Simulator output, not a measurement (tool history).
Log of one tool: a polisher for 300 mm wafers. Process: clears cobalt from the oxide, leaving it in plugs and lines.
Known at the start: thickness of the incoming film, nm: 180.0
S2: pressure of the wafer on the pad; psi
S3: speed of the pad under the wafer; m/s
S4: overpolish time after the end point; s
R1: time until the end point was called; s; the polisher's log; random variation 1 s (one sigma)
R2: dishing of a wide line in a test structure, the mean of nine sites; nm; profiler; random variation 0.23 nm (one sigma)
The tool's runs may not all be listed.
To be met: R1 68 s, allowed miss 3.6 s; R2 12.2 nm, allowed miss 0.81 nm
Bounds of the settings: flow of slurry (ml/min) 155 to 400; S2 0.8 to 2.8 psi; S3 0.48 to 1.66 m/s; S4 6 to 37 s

run 1 day=0 | flow_of_slurry_(ml/min)=255 S2=1.8 S3=1.06 S4=19 | R1=41.805 R2=13.416
run 2 day=0.067 | flow_of_slurry_(ml/min)=255 S2=1.8 S3=1.06 S4=15 | R1=40.229 R2=13.13
run 3 day=0.333 | flow_of_slurry_(ml/min)=255 S2=1.6 S3=1.04 S4=14 | R1=46.163 R2=13.206
run 4 day=0.571 | flow_of_slurry_(ml/min)=255 S2=1.6 S3=1.04 S4=7 | R1=47.025 R2=11.759
run 5 day=0.933 | flow_of_slurry_(ml/min)=255 S2=1.5 S3=1.04 S4=7 | R1=49.226 R2=11.983
run 6 day=1.067 | flow_of_slurry_(ml/min)=255 S2=1.4 S3=1.04 S4=7 | R1=53.917 R2=11.509
run 7 day=1.271 | flow_of_slurry_(ml/min)=255 S2=1.4 S3=1.04 S4=8 | R1=55.197 R2=11.587
run 8 day=1.571 | flow_of_slurry_(ml/min)=255 S2=1.4 S3=1.04 S4=9 | R1=51.715 R2=12.321
run 9 day=1.846 | flow_of_slurry_(ml/min)=255 S2=1.3 S3=1.04 S4=9 | R1=57.588 R2=11.885
run 10 day=1.9 | flow_of_slurry_(ml/min)=255 S2=1.3 S3=1.04 S4=10 | R1=58.259 R2=12.565
run 11 day=2.138 | flow_of_slurry_(ml/min)=255 S2=1.2 S3=1.04 S4=8 | R1=62.159 R2=11.152

Which of these 5 next moves meets every target?
run A day=2.375 | flow_of_slurry_(ml/min)=285 S2=1.1 S3=1.02 S4=6 | R1=? R2=?
run B day=2.375 | flow_of_slurry_(ml/min)=285 S2=1.1 S3=1 S4=11 | R1=? R2=?
run C day=2.375 | flow_of_slurry_(ml/min)=215 S2=0.8 S3=1.52 S4=6 | R1=? R2=?
run D day=2.375 | flow_of_slurry_(ml/min)=310 S2=1.2 S3=1.22 S4=11 | R1=? R2=?
run E day=2.375 | flow_of_slurry_(ml/min)=225 S2=1.7 S3=0.72 S4=14 | R1=? R2=?

move=A R1=69.318 R2=10.062
move=B R1=70.361 R2=12.548
move=C R1=69.914 R2=10.017
move=D R1=55.213 R2=13.129
move=E R1=59.817 R2=13.43
A: brings the result that was furthest off to its target, and leaves another outside
B: meets every target
C: brings the result that was furthest off to its target, and leaves another outside
D: further off than the last run
E: further off than the last run
The right move is B.
